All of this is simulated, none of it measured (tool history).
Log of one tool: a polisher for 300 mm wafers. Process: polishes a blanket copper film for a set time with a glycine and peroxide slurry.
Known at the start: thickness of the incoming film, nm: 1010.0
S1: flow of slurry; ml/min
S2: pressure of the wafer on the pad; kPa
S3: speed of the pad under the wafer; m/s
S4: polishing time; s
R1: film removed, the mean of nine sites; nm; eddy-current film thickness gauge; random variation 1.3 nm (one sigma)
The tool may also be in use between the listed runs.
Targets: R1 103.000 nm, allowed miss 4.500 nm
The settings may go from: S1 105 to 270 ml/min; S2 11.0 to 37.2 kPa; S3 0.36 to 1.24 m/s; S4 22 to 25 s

Run 1, hour 0.0: S1 175 ml/min, S2 24.1 kPa, S3 0.80 m/s, S4 25 s. Result: R1 149.590 nm.
Run 2, hour 1.2: S1 175 ml/min, S2 22.1 kPa, S3 0.80 m/s, S4 25 s. Result: R1 137.830 nm.
Run 3, hour 7.9: S1 175 ml/min, S2 22.1 kPa, S3 0.70 m/s, S4 25 s. Result: R1 126.270 nm.
Run 4, hour 14.4: S1 175 ml/min, S2 22.1 kPa, S3 0.84 m/s, S4 25 s. Result: R1 145.610 nm.
Run 5, hour 20.1: S1 175 ml/min, S2 16.5 kPa, S3 0.84 m/s, S4 25 s. Result: R1 119.030 nm.
Run 6, hour 23.8: S1 175 ml/min, S2 16.5 kPa, S3 0.84 m/s, S4 25 s. Result: R1 115.690 nm.
Run 7, hour 31.4: S1 175 ml/min, S2 15.9 kPa, S3 0.84 m/s, S4 25 s. Result: R1 114.270 nm.
Run 8, hour 33.0: S1 175 ml/min, S2 15.2 kPa, S3 0.84 m/s, S4 25 s. Result: R1 110.890 nm.
Run 9, hour 34.7: S1 170 ml/min, S2 13.1 kPa, S3 0.84 m/s, S4 25 s. Result: R1 97.094 nm.
Run 10, hour 38.3: S1 175 ml/min, S2 13.1 kPa, S3 0.84 m/s, S4 25 s. Result: R1 95.413 nm.
At hour 39.7: worn pad replaced by a new one.
Run 11, hour 39.7: S1 175 ml/min, S2 13.8 kPa, S3 0.84 m/s, S4 25 s. Result: R1 113.890 nm.
Run 12, hour 41.9: S1 170 ml/min, S2 13.8 kPa, S3 0.84 m/s, S4 25 s. Result: R1 111.850 nm.
Run 13, hour 45.0: S1 175 ml/min, S2 13.8 kPa, S3 0.84 m/s, S4 25 s. Result: R1 112.260 nm.
Run 14, hour 47.5: S1 170 ml/min, S2 13.8 kPa, S3 0.84 m/s, S4 25 s. Result: R1 109.370 nm.
Run 15, hour 53.0: S1 175 ml/min, S2 13.8 kPa, S3 0.84 m/s, S4 25 s. Result: R1 109.670 nm.
Run 16, hour 61.6: S1 175 ml/min, S2 13.8 kPa, S3 0.84 m/s, S4 25 s. Result: R1 111.880 nm.
Run 17, hour 64.3: S1 175 ml/min, S2 13.8 kPa, S3 0.84 m/s, S4 25 s. Result: R1 111.110 nm.
Run 18, hour 66.7: S1 170 ml/min, S2 13.8 kPa, S3 0.84 m/s, S4 25 s. Result: R1 109.180 nm.

5 next moves are on the table. One of them brings every result within its allowed miss. Which?
Run A, hour 69.1: S1 185 ml/min, S2 11.7 kPa, S3 0.70 m/s, S4 25 s. Result: R1 ?.
Run B, hour 69.1: S1 165 ml/min, S2 13.8 kPa, S3 0.88 m/s, S4 22 s. Result: R1 ?.
Run C, hour 69.1: S1 180 ml/min, S2 15.2 kPa, S3 0.88 m/s, S4 23 s. Result: R1 ?.
Run D, hour 69.1: S1 195 ml/min, S2 11.7 kPa, S3 0.98 m/s, S4 25 s. Result: R1 ?.
Run E, hour 69.1: S1 140 ml/min, S2 13.8 kPa, S3 0.84 m/s, S4 22 s. Result: R1 ?.

move       R1
   A   87.340
   B   99.928
   C  113.590
   D  111.390
   E   94.273
A: takes the result that was furthest off past its target
B: meets every target
C: further off than the last run
D: further off than the last run
E: takes the result that was furthest off past its target
Answer: B
